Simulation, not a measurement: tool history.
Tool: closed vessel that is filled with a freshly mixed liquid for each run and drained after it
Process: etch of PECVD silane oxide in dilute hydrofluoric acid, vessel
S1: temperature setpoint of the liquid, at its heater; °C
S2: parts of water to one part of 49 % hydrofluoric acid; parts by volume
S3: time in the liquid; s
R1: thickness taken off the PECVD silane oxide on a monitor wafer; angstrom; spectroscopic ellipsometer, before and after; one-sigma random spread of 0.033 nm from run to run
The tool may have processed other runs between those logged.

Run 1, day 0.000: S1 23.0 °C, S2 235 parts by volume, S3 70 s. Result: R1 54.128 angstrom.
Run 2, day 0.179: S1 19.5 °C, S2 235 parts by volume, S3 70 s. Result: R1 47.305 angstrom.
Run 3, day 0.529: S1 19.5 °C, S2 305 parts by volume, S3 70 s. Result: R1 34.371 angstrom.
Run 4, day 0.854: S1 19.5 °C, S2 305 parts by volume, S3 70 s. Result: R1 34.356 angstrom.
Run 5, day 0.900: S1 18.0 °C, S2 305 parts by volume, S3 70 s. Result: R1 32.439 angstrom.
Run 6, day 1.138: S1 18.0 °C, S2 305 parts by volume, S3 70 s. Result: R1 32.422 angstrom.
Run 7, day 1.179: S1 20.5 °C, S2 275 parts by volume, S3 70 s. Result: R1 40.775 angstrom.
Run 8, day 1.542: S1 22.5 °C, S2 250 parts by volume, S3 70 s. Result: R1 49.192 angstrom.

Run 9 is up next; what results do you expect?
Run 9, day 1.929: S1 24.0 °C, S2 230 parts by volume, S3 70 s. Result: R1 ?.

For run 9 the tool returned R1 57.238 angstrom.
